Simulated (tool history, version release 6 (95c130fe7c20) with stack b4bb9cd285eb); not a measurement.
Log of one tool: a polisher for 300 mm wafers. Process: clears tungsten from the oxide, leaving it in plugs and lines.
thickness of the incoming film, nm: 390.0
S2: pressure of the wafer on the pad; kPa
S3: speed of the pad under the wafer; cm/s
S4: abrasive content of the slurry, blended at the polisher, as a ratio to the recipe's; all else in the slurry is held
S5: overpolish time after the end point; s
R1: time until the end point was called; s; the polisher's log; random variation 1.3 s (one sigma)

run 1 hour=0.0 | flow_of_slurry_(ml/min)=235 S2=24.8 S3=142 S4=1.00 S5=44 | R1=50.872
run 2 hour=3.8 | flow_of_slurry_(ml/min)=235 S2=24.8 S3=142 S4=1.00 S5=47 | R1=51.055
run 3 hour=9.4 | flow_of_slurry_(ml/min)=235 S2=24.8 S3=162 S4=1.00 S5=47 | R1=44.672
run 4 hour=13.8 | flow_of_slurry_(ml/min)=235 S2=20.7 S3=150 S4=1.00 S5=47 | R1=57.787
run 5 hour=19.9 | flow_of_slurry_(ml/min)=235 S2=20.7 S3=150 S4=1.15 S5=47 | R1=55.732
run 6 hour=25.1 | flow_of_slurry_(ml/min)=235 S2=17.9 S3=142 S4=1.15 S5=47 | R1=65.864
run 7 hour=32.6 | flow_of_slurry_(ml/min)=235 S2=15.9 S3=134 S4=1.15 S5=47 | R1=80.320
run 8 hour=39.0 | flow_of_slurry_(ml/min)=235 S2=14.5 S3=134 S4=1.15 S5=47 | R1=84.295
run 9 hour=44.9 | flow_of_slurry_(ml/min)=235 S2=13.8 S3=132 S4=1.15 S5=47 | R1=92.157

Forecast run 10:
run 10 hour=52.2 | flow_of_slurry_(ml/min)=235 S2=13.8 S3=132 S4=1.15 S5=47 | R1=?

Run 10 gave R1 92.006 s.

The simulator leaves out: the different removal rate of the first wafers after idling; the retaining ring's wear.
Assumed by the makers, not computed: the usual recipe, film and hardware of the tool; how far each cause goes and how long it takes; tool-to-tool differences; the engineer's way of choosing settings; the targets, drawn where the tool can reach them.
